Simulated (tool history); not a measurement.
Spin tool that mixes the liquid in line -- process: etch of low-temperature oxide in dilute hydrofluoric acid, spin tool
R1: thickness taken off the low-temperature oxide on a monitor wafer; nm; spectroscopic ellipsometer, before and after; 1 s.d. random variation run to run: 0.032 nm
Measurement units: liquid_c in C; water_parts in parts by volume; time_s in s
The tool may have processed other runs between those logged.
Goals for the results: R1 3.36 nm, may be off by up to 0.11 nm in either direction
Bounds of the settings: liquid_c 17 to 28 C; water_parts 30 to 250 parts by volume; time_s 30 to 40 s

{"run": 1, "hour": 0.0, "liquid_c": 20, "water_parts": 140, "time_s": 40, "R1": 8.1759}
{"run": 2, "hour": 2.9, "liquid_c": 20, "water_parts": 140, "time_s": 40, "R1": 8.0948}
{"run": 3, "hour": 5.1, "liquid_c": 20, "water_parts": 100, "time_s": 40, "R1": 11.794}
{"run": 4, "hour": 9.1, "liquid_c": 17, "water_parts": 100, "time_s": 40, "R1": 10.341}
{"run": 5, "hour": 10.9, "liquid_c": 17, "water_parts": 115, "time_s": 40, "R1": 8.9874}
{"run": 6, "hour": 12.4, "liquid_c": 17, "water_parts": 145, "time_s": 40, "R1": 6.8833}
{"run": 7, "hour": 18.9, "liquid_c": 17, "water_parts": 155, "time_s": 40, "R1": 6.4101}
{"run": 8, "hour": 26.9, "liquid_c": 17, "water_parts": 165, "time_s": 40, "R1": 5.892}
{"run": 9, "hour": 32.4, "liquid_c": 17, "water_parts": 220, "time_s": 40, "R1": 4.2258}
{"run": 10, "hour": 40.3, "liquid_c": 17, "water_parts": 225, "time_s": 40, "R1": 4.1197}
{"run": 11, "hour": 42.7, "liquid_c": 17, "water_parts": 250, "time_s": 40, "R1": 3.6023}
{"run": 12, "hour": 48.7, "liquid_c": 17, "water_parts": 250, "time_s": 35, "R1": 3.2136}
{"run": 13, "hour": 57.6, "liquid_c": 17.5, "water_parts": 250, "time_s": 35, "R1": 3.1797}

Below are 5 possible settings for the next run. Only one of them brings all results inside the allowed miss of their targets. Which is it?
{"run": "A", "hour": 66.5, "liquid_c": 17, "water_parts": 240, "time_s": 35, "R1": "?"}
{"run": "B", "hour": 66.5, "liquid_c": 19.5, "water_parts": 250, "time_s": 30, "R1": "?"}
{"run": "C", "hour": 66.5, "liquid_c": 19, "water_parts": 245, "time_s": 35, "R1": "?"}
{"run": "D", "hour": 66.5, "liquid_c": 20, "water_parts": 245, "time_s": 35, "R1": "?"}
{"run": "E", "hour": 66.5, "liquid_c": 17.5, "water_parts": 245, "time_s": 30, "R1": "?"}

move=A R1=3.3231
move=B R1=2.9829
move=C R1=3.5005
move=D R1=3.6356
move=E R1=2.8325
A: meets every target
B: moves away from the targets compared with the last run
C: pushes the last run's worst result past its target
D: pushes the last run's worst result past its target
E: moves away from the targets compared with the last run
Correct choice: A, which meets every target
